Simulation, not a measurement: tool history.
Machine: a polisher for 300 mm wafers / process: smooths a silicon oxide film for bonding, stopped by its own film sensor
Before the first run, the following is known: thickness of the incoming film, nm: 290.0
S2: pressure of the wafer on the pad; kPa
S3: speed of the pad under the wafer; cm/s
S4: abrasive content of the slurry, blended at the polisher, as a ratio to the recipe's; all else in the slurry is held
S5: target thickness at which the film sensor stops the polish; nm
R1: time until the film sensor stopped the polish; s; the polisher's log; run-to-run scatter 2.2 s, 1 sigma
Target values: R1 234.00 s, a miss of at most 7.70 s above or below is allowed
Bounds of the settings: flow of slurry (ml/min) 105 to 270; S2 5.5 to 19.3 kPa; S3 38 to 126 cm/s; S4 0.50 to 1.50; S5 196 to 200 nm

run 1 hour=0.0 | flow_of_slurry_(ml/min)=175 S2=12.4 S3=82 S4=1.00 S5=200 | R1=164.94
run 2 hour=4.5 | flow_of_slurry_(ml/min)=175 S2=11.7 S3=82 S4=1.00 S5=200 | R1=177.90
run 3 hour=10.7 | flow_of_slurry_(ml/min)=175 S2=11.7 S3=82 S4=1.00 S5=196 | R1=185.30
run 4 hour=19.3 | flow_of_slurry_(ml/min)=175 S2=11.0 S3=82 S4=1.00 S5=196 | R1=197.07
run 5 hour=27.5 | flow_of_slurry_(ml/min)=175 S2=13.8 S3=82 S4=1.00 S5=196 | R1=160.36
run 6 hour=28.3 | flow_of_slurry_(ml/min)=175 S2=13.1 S3=82 S4=1.00 S5=196 | R1=168.41
run 7 hour=31.3 | flow_of_slurry_(ml/min)=175 S2=12.4 S3=82 S4=1.00 S5=196 | R1=175.74
run 8 hour=39.2 | flow_of_slurry_(ml/min)=175 S2=11.7 S3=82 S4=1.00 S5=196 | R1=185.35
run 9 hour=44.8 | flow_of_slurry_(ml/min)=175 S2=11.0 S3=82 S4=1.00 S5=196 | R1=193.97
run 10 hour=49.3 | flow_of_slurry_(ml/min)=175 S2=10.3 S3=82 S4=1.00 S5=196 | R1=207.16

4 candidate next runs follow, results not yet known. Just one meets every target within its allowed miss. Identify it.
run A hour=53.8 | flow_of_slurry_(ml/min)=165 S2=7.6 S3=100 S4=0.95 S5=196 | R1=?
run B hour=53.8 | flow_of_slurry_(ml/min)=155 S2=9.0 S3=74 S4=1.00 S5=197 | R1=?
run C hour=53.8 | flow_of_slurry_(ml/min)=190 S2=7.6 S3=76 S4=1.20 S5=196 | R1=?
run D hour=53.8 | flow_of_slurry_(ml/min)=205 S2=7.6 S3=106 S4=0.90 S5=198 | R1=?

move=A R1=226.50
move=B R1=247.84
move=C R1=253.12
move=D R1=208.85
A: all results in spec
B: takes the result that was furthest off past its target
C: takes the result that was furthest off past its target
D: better than the last run, though not everything is in spec
So the answer is move A, the one that meets all the targets.
